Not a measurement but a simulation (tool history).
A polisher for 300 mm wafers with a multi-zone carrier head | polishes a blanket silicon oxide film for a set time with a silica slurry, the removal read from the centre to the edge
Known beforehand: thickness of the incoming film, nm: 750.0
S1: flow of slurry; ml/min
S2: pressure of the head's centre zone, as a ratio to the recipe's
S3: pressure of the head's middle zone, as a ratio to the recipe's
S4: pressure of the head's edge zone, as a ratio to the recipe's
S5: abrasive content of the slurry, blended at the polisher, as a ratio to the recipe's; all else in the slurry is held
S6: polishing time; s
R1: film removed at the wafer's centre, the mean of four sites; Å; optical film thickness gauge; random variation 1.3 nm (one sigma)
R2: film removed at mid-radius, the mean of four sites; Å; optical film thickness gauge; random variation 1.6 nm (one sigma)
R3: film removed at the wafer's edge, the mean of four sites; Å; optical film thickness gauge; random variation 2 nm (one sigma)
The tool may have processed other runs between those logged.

run	day	S1	S2	S3	S4	S5	S6	R1	R2	R3
1	0.000	185	1.00	1.00	1.00	1.00	69	2543.0	2490.1	2480.6
2	0.229	185	1.05	1.00	1.00	1.00	69	2639.4	2448.9	2561.0
3	0.579	185	1.05	0.93	1.00	1.00	69	2609.4	2311.7	2417.9
4	0.667	185	1.05	0.88	1.00	1.00	69	2649.4	2257.7	2494.5
5	0.725	180	1.07	0.87	0.95	0.85	64	2349.8	1901.2	2142.0
6	0.788	195	1.09	0.90	0.91	0.75	59	2102.5	1777.9	1813.0
7	1.108	195	1.10	0.88	0.89	0.70	57	1980.7	1591.1	1682.0
8	1.150	195	1.10	0.87	0.87	0.65	56	1890.4	1509.3	1622.3
9	1.192	195	1.11	0.87	0.85	0.60	56	1853.2	1474.1	1555.2

What does the tool deliver on the next run?
10	1.500	195	1.11	0.87	0.85	0.60	56	?	?	?

R1: 1855.4 Å
R2: 1474.0 Å
R3: 1517.3 Å

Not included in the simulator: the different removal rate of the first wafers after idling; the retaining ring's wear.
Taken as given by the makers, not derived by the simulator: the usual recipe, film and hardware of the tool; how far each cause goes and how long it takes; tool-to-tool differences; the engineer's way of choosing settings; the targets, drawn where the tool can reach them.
